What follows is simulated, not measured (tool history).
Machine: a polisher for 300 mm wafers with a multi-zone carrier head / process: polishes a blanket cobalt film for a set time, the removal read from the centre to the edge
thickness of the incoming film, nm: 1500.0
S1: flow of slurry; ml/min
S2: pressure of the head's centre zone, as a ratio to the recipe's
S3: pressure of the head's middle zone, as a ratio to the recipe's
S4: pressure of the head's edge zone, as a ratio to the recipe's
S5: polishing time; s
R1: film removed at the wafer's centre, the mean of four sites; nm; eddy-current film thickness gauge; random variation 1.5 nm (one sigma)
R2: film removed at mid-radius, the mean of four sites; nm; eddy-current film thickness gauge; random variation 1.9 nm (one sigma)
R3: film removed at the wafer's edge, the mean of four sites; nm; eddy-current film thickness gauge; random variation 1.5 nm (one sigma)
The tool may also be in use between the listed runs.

run	hour	S1	S2	S3	S4	S5	R1	R2	R3
1	0.0	280	1.00	1.00	1.00	64	247.34	251.58	245.51
2	7.4	280	1.00	1.00	1.00	58	223.61	224.58	222.74
3	12.8	275	1.01	0.96	0.96	57	220.50	214.83	213.77
4	15.9	275	1.01	0.96	0.96	50	191.40	186.52	185.97
5	24.4	290	1.03	0.95	0.96	50	197.28	187.88	189.94
6	28.3	295	1.05	0.94	0.95	50	201.11	187.18	187.43

What will run 7 give?
7	36.2	300	1.07	0.93	0.95	50	?	?	?

R1: 203.25 nm
R2: 180.50 nm
R3: 190.25 nm
